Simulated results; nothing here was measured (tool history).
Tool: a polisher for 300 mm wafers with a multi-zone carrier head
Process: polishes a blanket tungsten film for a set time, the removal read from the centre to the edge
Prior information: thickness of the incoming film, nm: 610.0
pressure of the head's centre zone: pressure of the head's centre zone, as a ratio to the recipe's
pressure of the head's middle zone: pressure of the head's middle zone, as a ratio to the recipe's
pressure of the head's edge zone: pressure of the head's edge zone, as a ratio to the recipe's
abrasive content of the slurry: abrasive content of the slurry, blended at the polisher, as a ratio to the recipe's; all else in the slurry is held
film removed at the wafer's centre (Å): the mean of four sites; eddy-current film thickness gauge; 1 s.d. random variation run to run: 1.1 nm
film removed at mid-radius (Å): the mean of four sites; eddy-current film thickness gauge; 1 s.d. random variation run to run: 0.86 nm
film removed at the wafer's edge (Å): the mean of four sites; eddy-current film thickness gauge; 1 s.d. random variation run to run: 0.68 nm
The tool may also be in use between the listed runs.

run  hour  flow of slurry (ml/min)  pressure of the head's centre zone  pressure of the head's middle zone  pressure of the head's edge zone  abrasive content of the slurry  polishing time (s)  film removed at the wafer's centre (Å)  film removed at mid-radius (Å)  film removed at the wafer's edge (Å)
  1   0.0                      210                                1.00                                1.00                              1.00                            1.00                  31                                 1403.00                         1385.30                               1384.30
  2   5.8                      210                                0.92                                1.00                              1.00                            1.00                  31                                 1285.70                         1404.20                               1377.30
  3   6.7                      205                                0.93                                0.99                              0.97                            0.90                  30                                 1196.00                         1295.20                               1284.90
  4  10.4                      205                                0.87                                0.99                              0.97                            0.90                  30                                 1135.10                         1332.60                               1289.00
  5  12.3                      205                                0.87                                0.99                              0.97                            0.90                  25                                  952.51                         1089.70                               1070.60
  6  19.9                      205                                0.87                                0.99                              0.97                            0.90                  21                                  802.38                          930.59                                905.37
  7  25.0                      220                                0.90                                1.00                              0.99                            0.95                  21                                  853.40                          950.27                                927.70

Estimate the outcome of run 8 from the log above:
  8  31.4                      225                                0.93                                1.01                              1.01                            1.00                  21                                       ?                               ?                                     ?

Logged for run 8: film removed at the wafer's centre (Å) 890.22, film removed at mid-radius (Å) 969.40, film removed at the wafer's edge (Å) 958.10.

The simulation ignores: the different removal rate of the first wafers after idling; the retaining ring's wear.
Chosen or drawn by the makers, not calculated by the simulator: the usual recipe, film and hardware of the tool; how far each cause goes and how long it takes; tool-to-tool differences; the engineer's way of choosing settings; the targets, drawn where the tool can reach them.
